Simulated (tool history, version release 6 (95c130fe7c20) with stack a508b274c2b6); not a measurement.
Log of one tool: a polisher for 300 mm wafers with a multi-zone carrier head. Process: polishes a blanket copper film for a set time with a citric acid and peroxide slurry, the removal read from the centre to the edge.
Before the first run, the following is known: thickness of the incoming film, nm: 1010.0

| run | hour | flow of slurry (ml/min) | pressure of the head's centre zone | pressure of the head's middle zone | pressure of the head's edge zone | abrasive content of the slurry | polishing time (s) | film removed at the wafer's centre (Å) | film removed at mid-radius (Å) | film removed at the wafer's edge (Å) |
|---|---|---|---|---|---|---|---|---|---|---|
| 1 | 0.0 | 190 | 1.00 | 1.00 | 1.00 | 1.00 | 84 | 2021.2 | 2068.5 | 2051.7 |
| 2 | 5.3 | 200 | 1.01 | 1.04 | 1.01 | 1.10 | 85 | 2094.4 | 2294.0 | 2145.4 |
| 3 | 13.7 | 205 | 1.04 | 1.06 | 1.03 | 1.15 | 86 | 2242.6 | 2344.8 | 2273.1 |
| 4 | 19.4 | 205 | 1.04 | 1.06 | 1.03 | 1.15 | 77 | 2012.8 | 2083.1 | 1962.9 |
| 5 | 25.8 | 160 | 1.04 | 1.06 | 1.03 | 1.15 | 77 | 1915.6 | 2015.2 | 1942.7 |
| 6 | 29.7 | 175 | 1.05 | 1.09 | 1.03 | 1.20 | 79 | 2045.8 | 2161.5 | 1977.5 |

Run 7 is up next; what results do you expect?
| 7 | 30.7 | 190 | 1.05 | 1.11 | 1.05 | 1.25 | 81 | ? | ? | ? |

film removed at the wafer's centre (Å): 2091.6
film removed at mid-radius (Å): 2253.1
film removed at the wafer's edge (Å): 2142.7
